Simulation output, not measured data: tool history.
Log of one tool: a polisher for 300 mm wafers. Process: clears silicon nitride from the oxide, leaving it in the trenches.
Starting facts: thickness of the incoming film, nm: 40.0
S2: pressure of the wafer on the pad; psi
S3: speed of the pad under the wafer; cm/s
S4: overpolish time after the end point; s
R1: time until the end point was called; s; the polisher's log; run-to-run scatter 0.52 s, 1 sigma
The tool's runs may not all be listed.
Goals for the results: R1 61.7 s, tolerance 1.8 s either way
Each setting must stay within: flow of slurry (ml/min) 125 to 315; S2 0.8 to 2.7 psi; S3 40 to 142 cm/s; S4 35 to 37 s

run 1 hour=0 | flow_of_slurry_(ml/min)=205 S2=1.7 S3=90 S4=35 | R1=100.45
run 2 hour=0.5 | flow_of_slurry_(ml/min)=205 S2=1.7 S3=90 S4=35 | R1=101.24
run 3 hour=8 | flow_of_slurry_(ml/min)=210 S2=1.9 S3=90 S4=35 | R1=90.768
run 4 hour=12.9 | flow_of_slurry_(ml/min)=210 S2=2.1 S3=90 S4=35 | R1=82.842
run 5 hour=18.4 | flow_of_slurry_(ml/min)=210 S2=2.4 S3=90 S4=35 | R1=74.093
run 6 hour=21.2 | flow_of_slurry_(ml/min)=210 S2=2.4 S3=90 S4=35 | R1=74.231
run 7 hour=25.3 | flow_of_slurry_(ml/min)=220 S2=2.5 S3=90 S4=35 | R1=72.254
run 8 hour=30.9 | flow_of_slurry_(ml/min)=220 S2=2.6 S3=92 S4=35 | R1=68.429
run 9 hour=31.5 | flow_of_slurry_(ml/min)=220 S2=2.6 S3=94 S4=35 | R1=65.95

Exactly one of the 5 candidate moves below puts every result within its allowed miss. Which one?
run A hour=32.1 | flow_of_slurry_(ml/min)=200 S2=2.6 S3=84 S4=35 | R1=?
run B hour=32.1 | flow_of_slurry_(ml/min)=235 S2=2.7 S3=88 S4=37 | R1=?
run C hour=32.1 | flow_of_slurry_(ml/min)=195 S2=2.7 S3=86 S4=37 | R1=?
run D hour=32.1 | flow_of_slurry_(ml/min)=215 S2=2.4 S3=116 S4=35 | R1=?
run E hour=32.1 | flow_of_slurry_(ml/min)=220 S2=2.7 S3=98 S4=37 | R1=?

move=A R1=73.973
move=B R1=67.298
move=C R1=70.112
move=D R1=57.566
move=E R1=61.009
A: misses by more than the last run did
B: misses by more than the last run did
C: misses by more than the last run did
D: pushes the last run's worst result past its target
E: every result within its allowed miss
Answer: E

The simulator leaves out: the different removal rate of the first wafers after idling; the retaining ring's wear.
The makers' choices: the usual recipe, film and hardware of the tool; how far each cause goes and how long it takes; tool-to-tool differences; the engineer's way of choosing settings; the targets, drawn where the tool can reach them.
